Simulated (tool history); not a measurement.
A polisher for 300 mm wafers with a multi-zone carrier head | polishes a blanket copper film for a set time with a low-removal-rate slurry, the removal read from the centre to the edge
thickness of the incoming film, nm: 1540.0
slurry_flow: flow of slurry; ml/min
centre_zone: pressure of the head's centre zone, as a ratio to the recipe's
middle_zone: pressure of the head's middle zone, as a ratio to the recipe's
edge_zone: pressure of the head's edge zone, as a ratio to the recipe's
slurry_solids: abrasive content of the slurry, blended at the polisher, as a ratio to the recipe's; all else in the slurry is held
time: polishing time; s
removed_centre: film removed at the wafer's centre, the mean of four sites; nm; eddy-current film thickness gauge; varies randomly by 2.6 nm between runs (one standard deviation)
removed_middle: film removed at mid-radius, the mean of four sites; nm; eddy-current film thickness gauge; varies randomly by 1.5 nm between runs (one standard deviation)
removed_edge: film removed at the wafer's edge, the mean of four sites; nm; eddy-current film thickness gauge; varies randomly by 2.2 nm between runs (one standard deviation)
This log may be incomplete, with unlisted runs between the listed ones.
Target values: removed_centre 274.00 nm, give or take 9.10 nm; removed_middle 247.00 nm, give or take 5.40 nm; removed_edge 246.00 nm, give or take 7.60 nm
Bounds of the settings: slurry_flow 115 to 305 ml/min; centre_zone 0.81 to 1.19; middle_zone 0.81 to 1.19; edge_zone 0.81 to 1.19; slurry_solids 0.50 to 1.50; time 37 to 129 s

run,hour,slurry_flow,centre_zone,middle_zone,edge_zone,slurry_solids,time,removed_centre,removed_middle,removed_edge
1,0.0,195,1.00,1.00,1.00,1.00,83,220.29,215.90,219.02
2,3.6,195,1.00,1.00,1.00,1.00,63,165.81,166.23,166.12
3,10.3,195,1.00,1.00,1.00,1.20,63,175.50,173.26,173.59
4,11.7,195,1.00,1.00,1.07,1.20,63,174.56,170.77,179.52
5,14.3,170,1.00,1.00,1.07,1.20,63,171.01,167.50,173.16
6,19.5,170,0.93,1.00,1.07,1.20,63,156.51,167.22,175.52
7,23.6,190,0.96,1.02,1.09,1.25,65,174.44,180.60,187.96
8,28.1,205,0.99,1.04,1.10,1.30,66,188.93,190.55,192.43
9,34.8,215,1.00,1.05,1.11,1.35,68,196.14,200.99,206.07
10,36.7,225,1.03,1.06,1.12,1.35,69,207.53,208.48,208.08
11,41.5,235,1.05,1.06,1.13,1.35,70,214.60,212.75,212.53
12,47.4,240,1.07,1.06,1.14,1.35,71,227.84,214.05,219.69
13,50.1,250,1.08,1.07,1.15,1.35,71,231.85,216.01,220.35
14,52.9,255,1.09,1.08,1.16,1.35,71,234.22,222.19,225.36
15,54.2,260,1.10,1.09,1.16,1.35,71,235.16,222.48,225.81
16,58.0,265,1.11,1.10,1.16,1.35,71,234.58,223.81,223.60
17,65.7,270,1.12,1.10,1.16,1.35,71,239.50,224.86,221.68
18,68.4,270,1.13,1.10,1.16,1.35,72,245.89,227.81,230.19
19,75.1,275,1.14,1.11,1.16,1.35,72,245.57,228.87,226.77
20,82.6,275,1.15,1.11,1.16,1.35,72,245.55,228.50,227.11
21,88.2,280,1.16,1.11,1.16,1.35,72,253.39,229.87,230.88
22,92.0,290,1.18,1.12,1.17,1.45,72,262.43,237.20,232.04
23,98.7,290,1.18,1.12,1.17,1.45,73,269.46,239.57,235.63

Which of these 5 next moves meets every target?
A,105.4,220,1.19,1.06,1.19,1.35,78,?,?,?
B,105.4,270,1.19,1.15,1.09,1.50,74,?,?,?
C,105.4,285,1.19,1.08,1.19,1.35,76,?,?,?
D,105.4,245,1.19,1.04,1.19,1.50,75,?,?,?
E,105.4,235,1.17,1.09,1.15,1.45,78,?,?,?

move,removed_centre,removed_middle,removed_edge
A,273.96,232.42,242.14
B,274.79,247.74,230.15
C,276.55,237.23,241.62
D,274.78,229.36,241.71
E,277.00,244.06,243.92
A: moves away from the targets compared with the last run
B: meets the target for the result that was furthest off, but another lies outside its allowed miss
C: moves away from the targets compared with the last run
D: moves away from the targets compared with the last run
E: all results land within tolerance of their targets
Correct choice: E, which meets every target

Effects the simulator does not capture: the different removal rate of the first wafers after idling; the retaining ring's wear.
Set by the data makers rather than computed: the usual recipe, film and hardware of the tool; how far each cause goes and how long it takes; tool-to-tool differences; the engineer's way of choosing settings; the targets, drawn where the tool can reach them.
